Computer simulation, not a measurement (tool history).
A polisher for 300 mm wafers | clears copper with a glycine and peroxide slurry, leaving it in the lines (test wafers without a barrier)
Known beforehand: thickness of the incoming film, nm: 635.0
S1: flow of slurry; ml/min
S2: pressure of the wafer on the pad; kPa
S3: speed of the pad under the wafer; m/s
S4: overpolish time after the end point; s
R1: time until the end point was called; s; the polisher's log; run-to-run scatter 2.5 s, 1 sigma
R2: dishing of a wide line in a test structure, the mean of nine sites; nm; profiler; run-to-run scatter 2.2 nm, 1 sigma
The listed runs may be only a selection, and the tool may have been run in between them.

Run 1, hour 0.0: S1 315 ml/min, S2 19.3 kPa, S3 0.96 m/s, S4 23 s. Result: R1 101.14 s, R2 88.492 nm.
Run 2, hour 4.0: S1 315 ml/min, S2 17.2 kPa, S3 0.94 m/s, S4 27 s. Result: R1 114.39 s, R2 94.045 nm.
Run 3, hour 5.8: S1 315 ml/min, S2 14.5 kPa, S3 0.94 m/s, S4 27 s. Result: R1 130.04 s, R2 81.949 nm.
Run 4, hour 7.1: S1 315 ml/min, S2 14.5 kPa, S3 0.94 m/s, S4 20 s. Result: R1 129.33 s, R2 68.050 nm.
Run 5, hour 12.1: S1 315 ml/min, S2 14.5 kPa, S3 0.84 m/s, S4 20 s. Result: R1 137.08 s, R2 66.459 nm.
Run 6, hour 18.5: S1 315 ml/min, S2 14.5 kPa, S3 0.66 m/s, S4 20 s. Result: R1 157.98 s, R2 59.639 nm.

Run 7, settings as shown, results not yet in. Your forecast:
Run 7, hour 25.2: S1 315 ml/min, S2 15.2 kPa, S3 0.66 m/s, S4 25 s. Result: R1 ?, R2 ?.

R1: 149.36 s
R2: 75.265 nm

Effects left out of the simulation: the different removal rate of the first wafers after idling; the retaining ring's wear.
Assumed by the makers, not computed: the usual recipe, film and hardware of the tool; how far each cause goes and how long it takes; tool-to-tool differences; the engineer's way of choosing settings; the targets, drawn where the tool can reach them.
